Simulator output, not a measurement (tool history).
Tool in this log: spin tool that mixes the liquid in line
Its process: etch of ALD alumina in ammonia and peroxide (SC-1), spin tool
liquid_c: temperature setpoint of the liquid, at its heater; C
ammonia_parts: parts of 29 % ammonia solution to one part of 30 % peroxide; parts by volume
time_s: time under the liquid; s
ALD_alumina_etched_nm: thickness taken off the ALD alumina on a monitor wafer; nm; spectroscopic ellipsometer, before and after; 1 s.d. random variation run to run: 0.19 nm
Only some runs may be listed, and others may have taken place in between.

run 1 day=0.000 | liquid_c=59.0 ammonia_parts=0.45 time_s=320 | ALD_alumina_etched_nm=46.011
run 2 day=0.083 | liquid_c=57.5 ammonia_parts=0.45 time_s=320 | ALD_alumina_etched_nm=42.817
run 3 day=0.146 | liquid_c=57.5 ammonia_parts=0.45 time_s=340 | ALD_alumina_etched_nm=45.619
run 4 day=0.362 | liquid_c=56.0 ammonia_parts=0.45 time_s=340 | ALD_alumina_etched_nm=42.772
run 5 day=0.392 | liquid_c=63.0 ammonia_parts=0.45 time_s=340 | ALD_alumina_etched_nm=59.840
run 6 day=0.579 | liquid_c=60.5 ammonia_parts=0.45 time_s=340 | ALD_alumina_etched_nm=53.562
run 7 day=0.633 | liquid_c=52.5 ammonia_parts=0.45 time_s=340 | ALD_alumina_etched_nm=35.494
run 8 day=0.954 | liquid_c=51.5 ammonia_parts=0.45 time_s=340 | ALD_alumina_etched_nm=33.277

What does the tool deliver on the next run?
run 9 day=1.329 | liquid_c=51.0 ammonia_parts=0.45 time_s=340 | ALD_alumina_etched_nm=?

Run 9 gave ALD_alumina_etched_nm 32.197 nm.
